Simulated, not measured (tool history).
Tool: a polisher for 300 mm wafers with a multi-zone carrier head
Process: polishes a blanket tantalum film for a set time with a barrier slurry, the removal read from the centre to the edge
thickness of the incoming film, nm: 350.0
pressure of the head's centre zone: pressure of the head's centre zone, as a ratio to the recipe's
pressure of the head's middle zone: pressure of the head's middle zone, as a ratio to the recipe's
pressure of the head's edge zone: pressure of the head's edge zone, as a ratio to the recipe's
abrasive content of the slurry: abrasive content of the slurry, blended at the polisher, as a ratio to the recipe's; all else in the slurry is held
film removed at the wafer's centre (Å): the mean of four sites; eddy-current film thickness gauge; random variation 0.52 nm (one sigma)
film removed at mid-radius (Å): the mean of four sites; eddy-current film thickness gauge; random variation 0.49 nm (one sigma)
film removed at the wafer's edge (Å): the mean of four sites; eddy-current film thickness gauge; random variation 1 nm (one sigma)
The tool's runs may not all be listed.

run,hour,flow of slurry (ml/min),pressure of the head's centre zone,pressure of the head's middle zone,pressure of the head's edge zone,abrasive content of the slurry,polishing time (s),film removed at the wafer's centre (Å),film removed at mid-radius (Å),film removed at the wafer's edge (Å)
1,0,280,1,1,1,1,65,1181.6,1225.3,1173.2
2,3.6,280,1.07,1,1,1,65,1280.2,1216.1,1197.7
3,5.3,280,1.11,1,1,1,65,1335.5,1211.4,1196.7
4,10.3,280,1.09,0.99,0.98,0.95,64,1263.9,1167.6,1136.5
5,17.7,280,1.09,0.99,1.03,0.95,64,1253.2,1167.8,1180.8
6,22.9,280,1.02,0.99,1.03,0.95,64,1189.1,1167.6,1215.1
7,24.9,280,1.01,0.98,1.01,0.9,63,1131.1,1125.8,1121.1
8,31.8,275,1,0.96,1,0.85,63,1114.3,1081.2,1117.1
9,38.8,275,0.99,0.95,0.98,0.8,62,1079.4,1047.9,1059.2
10,41.6,270,0.97,0.94,0.96,0.75,61,1004.5,1004.1,1029.9
11,42.8,275,0.97,0.94,0.95,0.7,60,972.41,976.25,995.93
12,43.4,275,0.97,0.94,0.94,0.7,59,953,961.63,969.32
13,46.7,275,0.97,0.93,0.93,0.7,58,949.27,927.92,936.1

Forecast run 14:
14,47.5,255,0.87,0.88,0.83,0.5,56,?,?,?

Run 14 gave film removed at the wafer's centre (Å) 736.55, film removed at mid-radius (Å) 769.68, film removed at the wafer's edge (Å) 802.15.
